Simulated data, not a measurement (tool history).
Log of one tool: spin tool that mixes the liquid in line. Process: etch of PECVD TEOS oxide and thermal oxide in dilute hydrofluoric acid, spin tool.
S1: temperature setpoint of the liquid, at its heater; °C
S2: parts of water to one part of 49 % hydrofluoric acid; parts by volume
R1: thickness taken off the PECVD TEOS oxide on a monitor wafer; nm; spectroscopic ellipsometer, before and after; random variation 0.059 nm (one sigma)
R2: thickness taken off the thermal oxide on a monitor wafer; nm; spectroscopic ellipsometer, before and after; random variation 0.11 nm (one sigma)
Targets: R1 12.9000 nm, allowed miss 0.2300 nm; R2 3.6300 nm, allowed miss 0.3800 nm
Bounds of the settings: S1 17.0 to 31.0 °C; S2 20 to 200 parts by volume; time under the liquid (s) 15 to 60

{"run": 1, "hour": 0.0, "S1": 23.0, "S2": 110, "time under the liquid (s)": 30, "R1": 5.109, "R2": 1.4743}
{"run": 2, "hour": 4.4, "S1": 23.0, "S2": 110, "time under the liquid (s)": 40, "R1": 6.8836, "R2": 1.8737}
{"run": 3, "hour": 11.3, "S1": 23.0, "S2": 110, "time under the liquid (s)": 45, "R1": 7.7065, "R2": 2.0709}
{"run": 4, "hour": 18.2, "S1": 25.0, "S2": 110, "time under the liquid (s)": 45, "R1": 8.3153, "R2": 2.3009}
{"run": 5, "hour": 21.1, "S1": 25.0, "S2": 125, "time under the liquid (s)": 45, "R1": 7.2114, "R2": 2.018}
{"run": 6, "hour": 28.2, "S1": 26.5, "S2": 115, "time under the liquid (s)": 45, "R1": 8.3492, "R2": 2.3394}
{"run": 7, "hour": 37.0, "S1": 27.5, "S2": 110, "time under the liquid (s)": 45, "R1": 9.1627, "R2": 2.438}
{"run": 8, "hour": 38.1, "S1": 28.0, "S2": 105, "time under the liquid (s)": 45, "R1": 9.8498, "R2": 2.8299}
{"run": 9, "hour": 38.9, "S1": 28.5, "S2": 100, "time under the liquid (s)": 45, "R1": 10.633, "R2": 3.0006}
{"run": 10, "hour": 40.6, "S1": 29.0, "S2": 95, "time under the liquid (s)": 45, "R1": 11.48, "R2": 3.1732}
{"run": 11, "hour": 44.6, "S1": 29.5, "S2": 95, "time under the liquid (s)": 45, "R1": 11.636, "R2": 3.3135}
{"run": 12, "hour": 50.8, "S1": 30.0, "S2": 95, "time under the liquid (s)": 45, "R1": 11.921, "R2": 3.2114}

4 next moves are on the table. One of them brings every result within its allowed miss. Which?
{"run": "A", "hour": 57.0, "S1": 31.0, "S2": 45, "time under the liquid (s)": 20, "R1": "?", "R2": "?"}
{"run": "B", "hour": 57.0, "S1": 31.0, "S2": 100, "time under the liquid (s)": 50, "R1": "?", "R2": "?"}
{"run": "C", "hour": 57.0, "S1": 31.0, "S2": 95, "time under the liquid (s)": 40, "R1": "?", "R2": "?"}
{"run": "D", "hour": 57.0, "S1": 17.0, "S2": 75, "time under the liquid (s)": 60, "R1": "?", "R2": "?"}

move=A R1=12.3880 R2=3.5665
move=B R1=12.9120 R2=3.7174
move=C R1=10.9460 R2=3.1512
move=D R1=12.1050 R2=3.4851
A: nearer than the last run, and not there yet
B: meets every target
C: further off than the last run
D: nearer than the last run, and not there yet
Move B is the one to make.
